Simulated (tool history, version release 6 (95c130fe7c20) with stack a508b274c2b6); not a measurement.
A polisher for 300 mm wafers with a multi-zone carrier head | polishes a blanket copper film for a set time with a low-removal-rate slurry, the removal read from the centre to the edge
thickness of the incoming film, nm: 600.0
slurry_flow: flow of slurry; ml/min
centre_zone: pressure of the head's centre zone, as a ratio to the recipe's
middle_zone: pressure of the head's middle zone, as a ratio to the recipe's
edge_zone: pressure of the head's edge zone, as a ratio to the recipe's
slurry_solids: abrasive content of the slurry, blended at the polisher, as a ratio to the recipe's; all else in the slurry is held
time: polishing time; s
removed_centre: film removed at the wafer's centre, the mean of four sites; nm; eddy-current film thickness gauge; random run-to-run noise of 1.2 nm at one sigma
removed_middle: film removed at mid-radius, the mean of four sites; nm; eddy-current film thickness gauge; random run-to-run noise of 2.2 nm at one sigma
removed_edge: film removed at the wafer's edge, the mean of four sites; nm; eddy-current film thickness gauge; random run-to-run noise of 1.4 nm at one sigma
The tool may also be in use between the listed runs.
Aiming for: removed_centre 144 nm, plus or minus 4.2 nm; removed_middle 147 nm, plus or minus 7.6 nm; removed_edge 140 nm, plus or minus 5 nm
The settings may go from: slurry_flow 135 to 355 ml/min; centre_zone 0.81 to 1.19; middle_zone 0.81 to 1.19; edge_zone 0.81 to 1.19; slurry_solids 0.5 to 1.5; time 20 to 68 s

Run 1, hour 0: slurry_flow 225 ml/min, centre_zone 1, middle_zone 1, edge_zone 1, slurry_solids 1, time 44 s. Result: removed_centre 186.04 nm, removed_middle 188.97 nm, removed_edge 189.65 nm.
Run 2, hour 0.8: slurry_flow 180 ml/min, centre_zone 1, middle_zone 1, edge_zone 1, slurry_solids 1, time 44 s. Result: removed_centre 181.31 nm, removed_middle 186.08 nm, removed_edge 184.16 nm.
Run 3, hour 3.2: slurry_flow 175 ml/min, centre_zone 1, middle_zone 0.99, edge_zone 0.98, slurry_solids 0.9, time 43 s. Result: removed_centre 172.65 nm, removed_middle 172.41 nm, removed_edge 173.19 nm.
Run 4, hour 5.1: slurry_flow 220 ml/min, centre_zone 1, middle_zone 0.99, edge_zone 0.98, slurry_solids 0.9, time 43 s. Result: removed_centre 177.89 nm, removed_middle 181.43 nm, removed_edge 178.52 nm.
Run 5, hour 7.6: slurry_flow 220 ml/min, centre_zone 1, middle_zone 0.99, edge_zone 0.98, slurry_solids 0.9, time 50 s. Result: removed_centre 206.04 nm, removed_middle 209.84 nm, removed_edge 204.83 nm.
Run 6, hour 15.7: slurry_flow 215 ml/min, centre_zone 0.99, middle_zone 0.98, edge_zone 0.96, slurry_solids 0.85, time 49 s. Result: removed_centre 196.92 nm, removed_middle 199.31 nm, removed_edge 192.08 nm.
Run 7, hour 22.8: slurry_flow 210 ml/min, centre_zone 0.96, middle_zone 0.96, edge_zone 0.94, slurry_solids 0.8, time 49 s. Result: removed_centre 186.52 nm, removed_middle 191.16 nm, removed_edge 192.89 nm.
Run 8, hour 25.3: slurry_flow 205 ml/min, centre_zone 0.96, middle_zone 0.96, edge_zone 0.92, slurry_solids 0.75, time 48 s. Result: removed_centre 175.03 nm, removed_middle 180.29 nm, removed_edge 180.61 nm.
Run 9, hour 34: slurry_flow 200 ml/min, centre_zone 0.99, middle_zone 0.97, edge_zone 0.82, slurry_solids 0.5, time 43 s. Result: removed_centre 144.44 nm, removed_middle 146.57 nm, removed_edge 132.55 nm.

Below are 4 possible settings for the next run. Only one of them brings all results inside the allowed miss of their targets. Which is it?
Run A, hour 42.7: slurry_flow 210 ml/min, centre_zone 1.04, middle_zone 0.96, edge_zone 0.82, slurry_solids 0.5, time 42 s. Result: removed_centre ?, removed_middle ?, removed_edge ?.
Run B, hour 42.7: slurry_flow 210 ml/min, centre_zone 0.94, middle_zone 0.94, edge_zone 0.81, slurry_solids 0.5, time 45 s. Result: removed_centre ?, removed_middle ?, removed_edge ?.
Run C, hour 42.7: slurry_flow 175 ml/min, centre_zone 1.03, middle_zone 1.01, edge_zone 0.82, slurry_solids 0.5, time 42 s. Result: removed_centre ?, removed_middle ?, removed_edge ?.
Run D, hour 42.7: slurry_flow 160 ml/min, centre_zone 1.07, middle_zone 1.05, edge_zone 0.81, slurry_solids 0.5, time 40 s. Result: removed_centre ?, removed_middle ?, removed_edge ?.

move  removed_centre  removed_middle  removed_edge
   A          146.75           142.2        133.43
   B          142.93          149.77        142.25
   C          143.03          146.19        131.85
   D          140.06          142.78        124.15
A: nearer the targets than the last run, but a result is still out of spec
B: each result inside its tolerance
C: lands further from the targets than the last run did
D: lands further from the targets than the last run did
So the answer is move B, the one that meets all the targets.

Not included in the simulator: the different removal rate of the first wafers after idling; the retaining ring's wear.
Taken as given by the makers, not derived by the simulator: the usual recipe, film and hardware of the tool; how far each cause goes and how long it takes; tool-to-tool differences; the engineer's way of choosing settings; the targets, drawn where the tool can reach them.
